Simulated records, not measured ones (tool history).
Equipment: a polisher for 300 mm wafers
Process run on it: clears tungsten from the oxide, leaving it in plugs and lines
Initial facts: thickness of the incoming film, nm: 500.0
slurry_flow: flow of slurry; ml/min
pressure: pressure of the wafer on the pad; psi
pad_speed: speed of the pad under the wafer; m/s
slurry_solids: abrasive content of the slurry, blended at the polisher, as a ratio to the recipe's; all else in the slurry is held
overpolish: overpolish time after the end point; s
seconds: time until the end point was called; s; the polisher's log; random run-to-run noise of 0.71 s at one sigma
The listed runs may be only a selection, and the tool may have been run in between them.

Run 1, hour 0.0: slurry_flow 180 ml/min, pressure 2.3 psi, pad_speed 1.32 m/s, slurry_solids 1.0, overpolish 7 s. Result: seconds 118.360 s.
Run 2, hour 1.7: slurry_flow 180 ml/min, pressure 2.3 psi, pad_speed 1.04 m/s, slurry_solids 1.0, overpolish 7 s. Result: seconds 146.940 s.
Run 3, hour 8.5: slurry_flow 180 ml/min, pressure 2.5 psi, pad_speed 1.06 m/s, slurry_solids 1.0, overpolish 7 s. Result: seconds 136.150 s.
Run 4, hour 14.0: slurry_flow 160 ml/min, pressure 2.5 psi, pad_speed 1.06 m/s, slurry_solids 1.0, overpolish 7 s. Result: seconds 136.860 s.
Run 5, hour 15.5: slurry_flow 160 ml/min, pressure 2.6 psi, pad_speed 1.08 m/s, slurry_solids 1.0, overpolish 7 s. Result: seconds 129.490 s.
Run 6, hour 16.1: slurry_flow 160 ml/min, pressure 3.0 psi, pad_speed 1.08 m/s, slurry_solids 1.0, overpolish 7 s. Result: seconds 113.810 s.
Run 7, hour 21.7: slurry_flow 160 ml/min, pressure 3.0 psi, pad_speed 1.08 m/s, slurry_solids 1.0, overpolish 7 s. Result: seconds 110.570 s.
Run 8, hour 26.9: slurry_flow 160 ml/min, pressure 3.1 psi, pad_speed 1.10 m/s, slurry_solids 1.0, overpolish 7 s. Result: seconds 106.410 s.
Run 9, hour 28.7: slurry_flow 160 ml/min, pressure 3.2 psi, pad_speed 1.12 m/s, slurry_solids 1.0, overpolish 7 s. Result: seconds 103.670 s.
Run 10, hour 33.4: slurry_flow 160 ml/min, pressure 3.2 psi, pad_speed 1.16 m/s, slurry_solids 1.0, overpolish 7 s. Result: seconds 100.520 s.
Run 11, hour 37.1: slurry_flow 160 ml/min, pressure 3.2 psi, pad_speed 1.18 m/s, slurry_solids 1.0, overpolish 7 s. Result: seconds 97.595 s.
Run 12, hour 43.2: slurry_flow 160 ml/min, pressure 3.2 psi, pad_speed 1.20 m/s, slurry_solids 1.0, overpolish 7 s. Result: seconds 96.167 s.
Run 13, hour 51.1: slurry_flow 160 ml/min, pressure 3.2 psi, pad_speed 1.22 m/s, slurry_solids 1.0, overpolish 7 s. Result: seconds 95.069 s.

Estimate the outcome of run 14 from the log above:
Run 14, hour 59.1: slurry_flow 160 ml/min, pressure 3.2 psi, pad_speed 1.24 m/s, slurry_solids 1.0, overpolish 7 s. Result: seconds ?.

Logged for run 14: seconds 95.181 s.
